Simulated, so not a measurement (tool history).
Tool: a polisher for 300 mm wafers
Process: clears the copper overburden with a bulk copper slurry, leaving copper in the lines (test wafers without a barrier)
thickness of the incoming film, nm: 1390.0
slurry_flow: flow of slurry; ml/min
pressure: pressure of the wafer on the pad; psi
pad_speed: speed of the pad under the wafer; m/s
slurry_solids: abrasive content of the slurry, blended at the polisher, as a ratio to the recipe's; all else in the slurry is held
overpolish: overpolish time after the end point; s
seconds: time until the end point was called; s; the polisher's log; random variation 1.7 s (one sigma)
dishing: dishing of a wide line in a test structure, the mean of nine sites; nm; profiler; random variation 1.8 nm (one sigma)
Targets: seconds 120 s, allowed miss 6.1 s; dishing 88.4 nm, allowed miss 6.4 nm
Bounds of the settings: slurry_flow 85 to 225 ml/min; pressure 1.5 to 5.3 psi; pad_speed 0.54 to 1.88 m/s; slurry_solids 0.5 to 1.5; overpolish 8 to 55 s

run,hour,slurry_flow,pressure,pad_speed,slurry_solids,overpolish,seconds,dishing
1,0,145,3.4,1.2,1,28,96.417,102.66
2,2.8,145,3.4,1.06,1,28,105.94,102.34
3,3.6,145,3.2,1.08,1,22,106.01,94.371
4,5,145,3.2,1.08,1,18,110.34,88.669
5,7.3,145,3.2,1.36,1,18,90.466,96.41
6,11.3,145,3.2,1.66,1,18,76.035,101.88
7,14.6,145,2.7,1.64,1,19,91.639,94.2
8,16.4,145,2.5,1.62,1,21,96.071,92.061
9,24.6,145,2.3,1.6,1,24,106.82,87.669
10,28.8,145,2.2,1.58,1,27,116.71,92.608
11,32,145,2.2,1.58,1,27,111.54,89.901
12,38.6,140,1.9,1.58,1,28,132.44,86.296

4 next moves are on the table. One of them brings every result within its allowed miss. Which?
A,45.2,130,1.9,1.52,0.95,29,?,?
B,45.2,140,2.1,1.3,1,35,?,?
C,45.2,130,2,1.74,0.85,30,?,?
D,45.2,85,2,1.4,0.95,55,?,?

move,seconds,dishing
A,140.64,82.271
B,142.95,86.833
C,121.8,85.786
D,157.54,88.394
A: further off than the last run
B: further off than the last run
C: meets every target
D: further off than the last run
The right move is C.
